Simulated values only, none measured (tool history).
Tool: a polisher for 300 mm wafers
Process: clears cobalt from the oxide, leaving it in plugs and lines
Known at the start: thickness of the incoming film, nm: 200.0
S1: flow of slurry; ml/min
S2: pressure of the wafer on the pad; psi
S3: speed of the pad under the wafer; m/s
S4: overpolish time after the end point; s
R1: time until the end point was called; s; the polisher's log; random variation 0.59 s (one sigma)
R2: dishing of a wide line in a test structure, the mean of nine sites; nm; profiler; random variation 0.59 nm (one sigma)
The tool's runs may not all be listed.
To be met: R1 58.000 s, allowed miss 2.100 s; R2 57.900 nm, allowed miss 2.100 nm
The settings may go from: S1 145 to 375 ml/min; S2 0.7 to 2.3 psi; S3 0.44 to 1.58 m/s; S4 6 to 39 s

run  hour   S1   S2    S3  S4      R1      R2
  1   0.0  240  1.5  1.00  20  58.188  44.571
  2   4.6  240  1.5  1.00  21  58.224  46.352
  3  11.4  240  1.5  1.00  24  57.375  50.229
  4  15.9  295  1.5  1.00  24  56.625  49.959
  5  20.2  295  1.5  0.88  24  64.087  46.384
  6  28.5  295  1.8  0.88  24  52.791  51.155
  7  30.4  295  1.8  0.88  25  53.779  53.166
  8  35.3  290  1.7  0.88  27  56.993  52.751

4 next moves are on the table. One of them brings every result within its allowed miss. Which?
  A  40.2  280  1.6  0.82  32   ?   ?
  B  40.2  310  1.7  0.78  29   ?   ?
  C  40.2  225  1.6  0.94  32   ?   ?
  D  40.2  275  1.6  0.84  31   ?   ?

move      R1      R2
   A  64.629  53.964
   B  63.445  51.803
   C  57.665  56.860
   D  63.233  53.684
A: further off than the last run
B: further off than the last run
C: meets every target
D: as far off as the last run
Move C is the one to make.
